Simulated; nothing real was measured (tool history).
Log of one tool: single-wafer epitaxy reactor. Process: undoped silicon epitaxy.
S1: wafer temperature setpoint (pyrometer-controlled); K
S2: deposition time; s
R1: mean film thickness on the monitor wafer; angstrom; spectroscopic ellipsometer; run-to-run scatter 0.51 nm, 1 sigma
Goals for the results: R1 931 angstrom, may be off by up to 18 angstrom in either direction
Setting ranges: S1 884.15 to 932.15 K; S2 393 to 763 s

run 1 hour=0 | S1=908.15 S2=578 | R1=697.25
run 2 hour=0.9 | S1=908.15 S2=620 | R1=749.61
run 3 hour=1.9 | S1=908.15 S2=589 | R1=713.52
run 4 hour=4.4 | S1=913.15 S2=589 | R1=803.89
run 5 hour=6.8 | S1=914.15 S2=589 | R1=825.17
run 6 hour=7.9 | S1=909.15 S2=589 | R1=733.33
run 7 hour=11.6 | S1=921.15 S2=591 | R1=985.95
run 8 hour=18.7 | S1=920.15 S2=591 | R1=954.27

Below are 4 possible settings for the next run. Only one of them brings all results inside the allowed miss of their targets. Which is it?
run A hour=25.8 | S1=923.15 S2=557 | R1=?
run B hour=25.8 | S1=922.15 S2=588 | R1=?
run C hour=25.8 | S1=917.15 S2=641 | R1=?
run D hour=25.8 | S1=920.15 S2=572 | R1=?

move=A R1=977.83
move=B R1=1007.3
move=C R1=970.7
move=D R1=932.89
A: its largest miss is bigger than the last run's
B: its largest miss is bigger than the last run's
C: its largest miss is bigger than the last run's
D: hits every target within its allowed miss
The right move is D.

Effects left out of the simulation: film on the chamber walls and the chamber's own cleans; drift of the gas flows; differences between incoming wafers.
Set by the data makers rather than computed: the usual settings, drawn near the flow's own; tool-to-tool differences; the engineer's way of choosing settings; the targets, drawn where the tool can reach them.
